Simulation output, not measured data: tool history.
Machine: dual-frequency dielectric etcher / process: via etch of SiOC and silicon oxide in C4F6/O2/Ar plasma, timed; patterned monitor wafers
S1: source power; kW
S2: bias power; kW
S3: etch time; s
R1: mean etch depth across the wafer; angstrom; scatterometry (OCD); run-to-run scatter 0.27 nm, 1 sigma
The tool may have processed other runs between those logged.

| run | hour | S1 | S2 | S3 | R1 |
|---|---|---|---|---|---|
| 1 | 0 | 0.33 | 0.211 | 46 | 510.88 |
| 2 | 6.7 | 0.32 | 0.202 | 45.5 | 493.77 |
| 3 | 14.4 | 0.31 | 0.195 | 45 | 474.31 |
| 4 | 18.4 | 0.31 | 0.229 | 45 | 505.88 |
| 5 | 24.3 | 0.31 | 0.229 | 42 | 471.73 |
| 6 | 28.5 | 0.29 | 0.229 | 42 | 457.22 |
| 7 | 31.2 | 0.28 | 0.228 | 42 | 455.08 |
| 8 | 35.5 | 0.28 | 0.228 | 42 | 448.73 |
|  | 38.3 | bias power generator calibrated |
| 9 | 38.3 | 0.27 | 0.227 | 42 | 440.27 |

The next listed run, before its measurement:
| 10 | 41.5 | 0.26 | 0.226 | 42 | ? |

R1: 428.99 angstrom
